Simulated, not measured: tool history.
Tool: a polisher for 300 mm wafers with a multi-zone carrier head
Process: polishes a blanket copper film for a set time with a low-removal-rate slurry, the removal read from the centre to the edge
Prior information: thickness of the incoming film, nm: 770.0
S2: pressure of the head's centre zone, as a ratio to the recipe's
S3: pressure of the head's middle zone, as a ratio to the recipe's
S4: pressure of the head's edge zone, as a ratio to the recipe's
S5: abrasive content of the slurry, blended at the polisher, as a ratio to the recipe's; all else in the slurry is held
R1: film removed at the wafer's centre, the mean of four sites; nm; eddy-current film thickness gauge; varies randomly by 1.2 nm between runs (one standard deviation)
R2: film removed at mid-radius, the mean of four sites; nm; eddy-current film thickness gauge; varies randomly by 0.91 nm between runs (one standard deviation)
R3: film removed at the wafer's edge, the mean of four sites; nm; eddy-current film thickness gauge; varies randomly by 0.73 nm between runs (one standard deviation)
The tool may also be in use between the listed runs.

Run 1, hour 0: flow of slurry (ml/min) 230, S2 1, S3 1, S4 1, S5 1, polishing time (s) 68. Result: R1 160.89 nm, R2 154.94 nm, R3 148.01 nm.
Run 2, hour 5.4: flow of slurry (ml/min) 220, S2 0.96, S3 0.97, S4 0.97, S5 0.85, polishing time (s) 59. Result: R1 127.63 nm, R2 124.2 nm, R3 122.21 nm.
Run 3, hour 13.1: flow of slurry (ml/min) 220, S2 0.96, S3 0.97, S4 0.9, S5 0.85, polishing time (s) 59. Result: R1 127.02 nm, R2 125.3 nm, R3 119.28 nm.
Run 4, hour 17.6: flow of slurry (ml/min) 170, S2 0.96, S3 0.97, S4 0.9, S5 0.85, polishing time (s) 59. Result: R1 124.2 nm, R2 119.07 nm, R3 114.35 nm.
Run 5, hour 19: flow of slurry (ml/min) 165, S2 0.93, S3 0.96, S4 0.89, S5 0.75, polishing time (s) 54. Result: R1 105.6 nm, R2 104.92 nm, R3 101.13 nm.
Run 6, hour 23.8: flow of slurry (ml/min) 140, S2 0.93, S3 0.96, S4 0.89, S5 0.75, polishing time (s) 54. Result: R1 104.9 nm, R2 104.26 nm, R3 100.58 nm.
Run 7, hour 27.8: flow of slurry (ml/min) 140, S2 0.91, S3 0.94, S4 0.88, S5 0.65, polishing time (s) 52. Result: R1 92.489 nm, R2 90.418 nm, R3 91.483 nm.

Predict the results of run 8:
Run 8, hour 33.2: flow of slurry (ml/min) 140, S2 0.9, S3 0.94, S4 0.86, S5 0.6, polishing time (s) 52. Result: R1 ?, R2 ?, R3 ?.

{"run 8": {"R1": 89.044, "R2": 90.585, "R3": 87.427}}
